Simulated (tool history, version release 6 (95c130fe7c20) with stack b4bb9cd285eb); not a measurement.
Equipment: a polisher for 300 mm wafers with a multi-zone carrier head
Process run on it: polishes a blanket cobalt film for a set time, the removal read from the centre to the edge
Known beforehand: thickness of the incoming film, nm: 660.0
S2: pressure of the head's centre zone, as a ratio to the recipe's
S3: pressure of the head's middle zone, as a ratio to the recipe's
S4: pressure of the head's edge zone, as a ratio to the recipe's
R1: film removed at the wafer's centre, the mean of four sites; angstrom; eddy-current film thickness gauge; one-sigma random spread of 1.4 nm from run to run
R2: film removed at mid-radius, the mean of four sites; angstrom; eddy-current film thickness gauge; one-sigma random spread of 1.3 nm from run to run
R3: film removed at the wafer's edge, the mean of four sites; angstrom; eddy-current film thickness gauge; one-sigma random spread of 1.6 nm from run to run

{"run": 1, "hour": 0.0, "flow of slurry (ml/min)": 215, "S2": 1.0, "S3": 1.0, "S4": 1.0, "polishing time (s)": 42, "R1": 2454.7, "R2": 2446.9, "R3": 2622.8}
{"run": 2, "hour": 5.8, "flow of slurry (ml/min)": 215, "S2": 1.0, "S3": 1.0, "S4": 1.0, "polishing time (s)": 47, "R1": 2740.4, "R2": 2746.3, "R3": 2924.4}
{"run": 3, "hour": 6.5, "flow of slurry (ml/min)": 215, "S2": 1.0, "S3": 1.07, "S4": 1.0, "polishing time (s)": 47, "R1": 2738.0, "R2": 2888.8, "R3": 2884.1}
{"run": 4, "hour": 10.2, "flow of slurry (ml/min)": 215, "S2": 0.96, "S3": 1.07, "S4": 1.0, "polishing time (s)": 47, "R1": 2642.6, "R2": 2909.2, "R3": 2844.6}
{"run": 5, "hour": 18.5, "flow of slurry (ml/min)": 215, "S2": 0.96, "S3": 1.07, "S4": 1.05, "polishing time (s)": 47, "R1": 2635.6, "R2": 2918.4, "R3": 2989.8}
{"run": 6, "hour": 24.8, "flow of slurry (ml/min)": 205, "S2": 0.96, "S3": 1.02, "S4": 0.98, "polishing time (s)": 45, "R1": 2516.8, "R2": 2640.3, "R3": 2709.7}

For run 7, what comes out?
{"run": 7, "hour": 25.4, "flow of slurry (ml/min)": 205, "S2": 0.96, "S3": 1.02, "S4": 0.98, "polishing time (s)": 45, "R1": "?", "R2": "?", "R3": "?"}

R1: 2505.5 angstrom
R2: 2653.8 angstrom
R3: 2744.2 angstrom

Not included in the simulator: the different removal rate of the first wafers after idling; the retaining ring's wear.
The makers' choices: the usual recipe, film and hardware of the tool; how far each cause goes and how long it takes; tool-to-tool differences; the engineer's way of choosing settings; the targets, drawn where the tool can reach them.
